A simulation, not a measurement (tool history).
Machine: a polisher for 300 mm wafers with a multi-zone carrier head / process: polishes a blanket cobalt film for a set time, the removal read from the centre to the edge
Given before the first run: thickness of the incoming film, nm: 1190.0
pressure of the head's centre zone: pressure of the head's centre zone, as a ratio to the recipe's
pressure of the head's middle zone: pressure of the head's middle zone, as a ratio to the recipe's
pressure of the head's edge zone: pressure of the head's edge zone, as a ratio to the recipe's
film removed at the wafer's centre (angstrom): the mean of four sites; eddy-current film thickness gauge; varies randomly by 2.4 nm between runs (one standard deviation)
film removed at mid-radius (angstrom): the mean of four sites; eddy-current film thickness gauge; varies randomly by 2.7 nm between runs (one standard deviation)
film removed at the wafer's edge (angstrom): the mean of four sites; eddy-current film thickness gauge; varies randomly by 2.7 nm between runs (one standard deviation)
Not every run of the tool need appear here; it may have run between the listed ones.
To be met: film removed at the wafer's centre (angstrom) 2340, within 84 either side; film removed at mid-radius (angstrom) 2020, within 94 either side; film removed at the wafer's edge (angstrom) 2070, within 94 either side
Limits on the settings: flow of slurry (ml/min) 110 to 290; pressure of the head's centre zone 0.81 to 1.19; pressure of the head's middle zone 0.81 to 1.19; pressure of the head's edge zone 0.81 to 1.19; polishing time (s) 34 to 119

| run | day | flow of slurry (ml/min) | pressure of the head's centre zone | pressure of the head's middle zone | pressure of the head's edge zone | polishing time (s) | film removed at the wafer's centre (angstrom) | film removed at mid-radius (angstrom) | film removed at the wafer's edge (angstrom) |
|---|---|---|---|---|---|---|---|---|---|
| 1 | 0 | 185 | 1 | 1 | 1 | 76 | 3066.8 | 2972.3 | 2994.7 |
| 2 | 0.371 | 185 | 1.01 | 0.98 | 0.97 | 70 | 2908.4 | 2727.5 | 2757 |
| 3 | 0.467 | 185 | 1.01 | 0.98 | 0.97 | 84 | 3455.8 | 3227.6 | 3258.3 |
| 4 | 0.738 | 185 | 1.01 | 0.96 | 0.94 | 76 | 3103.2 | 2920.7 | 2931.5 |
| 5 | 0.846 | 185 | 1.02 | 0.95 | 0.93 | 70 | 2896.7 | 2628.8 | 2730.1 |
| 6 | 1.138 | 185 | 1.03 | 0.95 | 0.91 | 65 | 2765.7 | 2461.1 | 2515.9 |
| 7 | 1.383 | 165 | 1.01 | 0.89 | 0.83 | 52 | 2079.4 | 1840.3 | 1896.1 |
| 8 | 1.462 | 180 | 1.02 | 0.9 | 0.84 | 52 | 2095.5 | 1882.7 | 1920.7 |
| 9 | 1.767 | 185 | 1.03 | 0.91 | 0.86 | 52 | 2160.5 | 1968.7 | 1911.3 |
| 10 | 2.104 | 180 | 1.04 | 0.91 | 0.88 | 53 | 2276.2 | 1934.7 | 2016.9 |
| 11 | 2.125 | 185 | 1.04 | 0.91 | 0.88 | 53 | 2253.7 | 1937.9 | 1974.5 |
| 12 | 2.229 | 185 | 1.04 | 0.91 | 0.88 | 53 | 2236.4 | 1962.2 | 2014.1 |

Exactly one of the 4 candidate moves below puts every result within its allowed miss. Which one?
| A | 2.333 | 225 | 1 | 0.9 | 0.88 | 52 | ? | ? | ? |
| B | 2.333 | 130 | 1.05 | 0.9 | 0.85 | 57 | ? | ? | ? |
| C | 2.333 | 195 | 1.13 | 0.89 | 0.89 | 51 | ? | ? | ? |
| D | 2.333 | 185 | 0.97 | 0.93 | 0.85 | 55 | ? | ? | ? |

| move | film removed at the wafer's centre (angstrom) | film removed at mid-radius (angstrom) | film removed at the wafer's edge (angstrom) |
|---|---|---|---|
| A | 2167.4 | 1915.4 | 2000.7 |
| B | 2316.2 | 1964.6 | 2060.9 |
| C | 2362.2 | 1831 | 1948.6 |
| D | 2170.1 | 2037.5 | 2052.8 |
A: the biggest miss grows against the last run
B: all results in spec
C: gets the furthest-off result to its target, but another result is out of tolerance
D: the biggest miss grows against the last run
The move that meets every target is B.
